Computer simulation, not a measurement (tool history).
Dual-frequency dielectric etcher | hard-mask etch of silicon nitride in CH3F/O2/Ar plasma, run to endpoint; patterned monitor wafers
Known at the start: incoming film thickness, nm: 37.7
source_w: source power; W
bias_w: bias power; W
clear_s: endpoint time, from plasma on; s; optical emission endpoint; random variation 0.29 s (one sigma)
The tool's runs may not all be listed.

Run 1, hour 0.0: source_w 310 W, bias_w 82 W. Result: clear_s 56.635 s.
Run 2, hour 4.1: source_w 310 W, bias_w 87 W. Result: clear_s 55.706 s.
Run 3, hour 6.5: source_w 330 W, bias_w 89 W. Result: clear_s 54.152 s.
Run 4, hour 7.7: source_w 350 W, bias_w 91 W. Result: clear_s 52.561 s.
Run 5, hour 13.0: source_w 350 W, bias_w 78 W. Result: clear_s 55.343 s.
Run 6, hour 21.6: source_w 370 W, bias_w 81 W. Result: clear_s 53.005 s.
Run 7, hour 30.6: source_w 380 W, bias_w 82 W. Result: clear_s 52.926 s.

Run 8 comes next. What will it give?
Run 8, hour 34.8: source_w 390 W, bias_w 84 W. Result: clear_s ?.

Run 8 gave clear_s 51.709 s.
